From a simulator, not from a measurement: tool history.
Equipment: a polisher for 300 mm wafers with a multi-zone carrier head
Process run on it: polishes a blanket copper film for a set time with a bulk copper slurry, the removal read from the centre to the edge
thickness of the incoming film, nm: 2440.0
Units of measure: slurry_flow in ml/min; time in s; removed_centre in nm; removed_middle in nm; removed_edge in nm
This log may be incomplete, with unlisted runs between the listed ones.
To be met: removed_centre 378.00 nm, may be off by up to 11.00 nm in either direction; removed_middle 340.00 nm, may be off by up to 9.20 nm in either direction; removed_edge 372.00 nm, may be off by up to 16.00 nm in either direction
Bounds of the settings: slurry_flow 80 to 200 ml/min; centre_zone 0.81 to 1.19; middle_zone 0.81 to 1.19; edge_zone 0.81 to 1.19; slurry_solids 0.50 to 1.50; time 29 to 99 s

run   hour  slurry_flow  centre_zone  middle_zone  edge_zone  slurry_solids  time  removed_centre  removed_middle  removed_edge
  1    0.0          130         1.00         1.00       1.00           1.00    64          634.40          692.11        691.42
  2    1.9          130         1.00         0.94       1.00           1.00    64          634.44          657.68        689.57
  3    3.8          130         1.00         0.98       1.00           1.00    64          640.73          684.41        681.76
  4    4.7          130         1.00         0.98       0.94           1.00    64          641.04          696.14        685.32
  5    7.1          130         1.01         0.97       0.94           0.95    60          591.80          638.51        626.69
      12.1  -- centre zone pressure recalibrated
  6   12.1          130         1.02         0.95       0.94           0.90    57          602.38          583.20        587.56
  7   14.2          125         1.00         0.94       0.94           0.85    55          561.12          540.90        563.65
  8   21.1          125         0.99         0.94       0.93           0.80    53          535.36          521.85        525.36
  9   26.5          120         0.98         0.93       0.93           0.75    52          501.09          496.26        515.38
 10   32.9          120         0.97         0.92       0.92           0.70    50          478.24          468.98        480.17
 11   41.3          120         0.96         0.91       0.91           0.70    49          458.09          448.04        476.74
 12   48.0          120         0.96         0.90       0.90           0.70    48          449.57          443.19        453.85
 13   55.5          115         0.96         0.89       0.90           0.70    47          447.32          424.34        444.13
 14   62.0          110         0.95         0.88       0.89           0.70    47          431.23          417.23        434.50
 15   66.8          110         0.95         0.87       0.89           0.70    47          433.82          410.29        437.22
 16   72.3          105         0.95         0.86       0.88           0.70    47          430.08          407.03        443.41
 17   73.3          115         0.98         0.83       0.85           0.50    37          328.25          297.19        317.61
 18   79.7          120         0.99         0.84       0.87           0.50    37          333.23          296.53        323.18
 19   88.5          120         1.00         0.85       0.88           0.50    37          338.80          301.09        323.68
 20   97.0          120         1.00         0.86       0.90           0.50    37          338.46          305.12        334.97
 21  100.0          120         1.00         0.86       0.90           0.50    37          333.75          301.43        330.08
 22  103.4          125         1.00         0.86       0.91           0.50    37          336.32          306.62        327.50
 23  109.0          120         1.01         0.87       0.91           0.50    37          336.31          311.34        339.01
 24  110.4          125         1.02         0.87       0.92           0.50    37          340.74          307.88        328.42

Which single option among these 4 for the next run brings every result within its allowed miss of target? Just one does.
  A  111.8          125         0.98         0.84       0.89           0.50    42               ?               ?             ?
  B  111.8          175         1.00         0.97       0.85           0.80    34               ?               ?             ?
  C  111.8           95         0.97         0.92       1.03           0.55    35               ?               ?             ?
  D  111.8          140         0.89         0.87       0.81           0.50    33               ?               ?             ?

move  removed_centre  removed_middle  removed_edge
   A          381.53          339.29        374.75
   B          363.48          356.30        337.28
   C          308.70          299.64        332.33
   D          283.67          278.59        285.16
A: each result inside its tolerance
B: carries the result that was furthest off beyond its target, to the other side
C: moves away from the targets compared with the last run
D: moves away from the targets compared with the last run
A is the move that brings every result within its allowed miss.
